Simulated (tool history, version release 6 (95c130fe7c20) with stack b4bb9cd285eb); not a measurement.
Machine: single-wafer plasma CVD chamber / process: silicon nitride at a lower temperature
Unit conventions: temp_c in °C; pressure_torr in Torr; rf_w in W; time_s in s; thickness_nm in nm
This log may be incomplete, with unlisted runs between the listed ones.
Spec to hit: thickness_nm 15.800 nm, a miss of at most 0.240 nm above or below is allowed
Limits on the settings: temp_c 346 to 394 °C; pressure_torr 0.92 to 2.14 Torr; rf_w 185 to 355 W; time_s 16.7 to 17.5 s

run,hour,temp_c,pressure_torr,rf_w,time_s,thickness_nm
1,0.0,370,1.53,270,17.5,20.084
2,1.9,370,1.53,305,17.5,21.546
3,3.5,363,1.53,305,17.5,21.577
4,7.7,363,1.53,305,17.5,21.587
5,10.5,363,1.77,305,17.5,22.353
6,13.3,355,1.77,305,17.5,22.381
7,20.2,355,1.62,280,17.4,20.762
8,27.7,355,1.49,260,17.3,19.327
9,33.9,355,1.38,245,17.2,18.122
10,40.7,355,1.29,240,17.2,17.728
11,45.4,355,0.98,205,17.1,14.747
12,50.5,355,1.04,205,17.1,15.000
13,54.8,355,1.09,205,17.1,15.120
14,59.7,355,1.13,205,17.1,15.342
15,65.9,355,1.16,205,17.1,15.329
16,67.8,355,1.19,205,17.1,15.446
17,74.0,355,1.21,205,17.1,15.459

Which single option among these 5 for the next run brings every result within its allowed miss of target? Just one does.
A,80.2,357,1.21,215,17.5,?
B,80.2,351,1.41,185,17.1,?
C,80.2,364,0.97,235,17.3,?
D,80.2,347,1.24,220,17.3,?
E,80.2,366,1.36,205,17.1,?

move,thickness_nm
A,16.435
B,15.063
C,16.363
D,16.649
E,15.921
A: carries the result that was furthest off beyond its target, to the other side
B: misses by more than the last run did
C: carries the result that was furthest off beyond its target, to the other side
D: carries the result that was furthest off beyond its target, to the other side
E: in spec on every target
The move that meets every target is E.
